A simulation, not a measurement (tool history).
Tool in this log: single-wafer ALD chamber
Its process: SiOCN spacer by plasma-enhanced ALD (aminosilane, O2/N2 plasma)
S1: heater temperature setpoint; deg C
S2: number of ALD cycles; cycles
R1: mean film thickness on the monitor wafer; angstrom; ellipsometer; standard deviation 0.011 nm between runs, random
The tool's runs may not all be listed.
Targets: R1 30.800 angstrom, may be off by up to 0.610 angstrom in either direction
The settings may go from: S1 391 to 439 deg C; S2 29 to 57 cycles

| run | day | S1 | S2 | R1 |
|---|---|---|---|---|
| 1 | 0.000 | 415 | 43 | 25.669 |
| 2 | 0.092 | 411 | 45 | 27.195 |
| 3 | 0.300 | 404 | 45 | 27.994 |
| 4 | 0.438 | 412 | 45 | 27.203 |
| 5 | 0.571 | 408 | 46 | 28.058 |
| 6 | 0.592 | 408 | 41 | 25.086 |
| 7 | 0.854 | 405 | 43 | 26.610 |
| 8 | 1.100 | 402 | 45 | 28.174 |
| 9 | 1.362 | 400 | 46 | 28.719 |

Which single option among these 5 for the next run brings every result within its allowed miss of target? Just one does.
| A | 1.625 | 394 | 42 | ? |
| B | 1.625 | 402 | 43 | ? |
| C | 1.625 | 399 | 52 | ? |
| D | 1.625 | 401 | 47 | ? |
| E | 1.625 | 402 | 49 | ? |

| move | R1 |
|---|---|
| A | 26.301 |
| B | 26.913 |
| C | 32.563 |
| D | 29.432 |
| E | 30.668 |
A: moves away from the targets compared with the last run
B: moves away from the targets compared with the last run
C: the result that was furthest off in the last run now lies on the other side of its target
D: nearer the targets than the last run, but a result is still out of spec
E: all results land within tolerance of their targets
The move that meets every target is E.
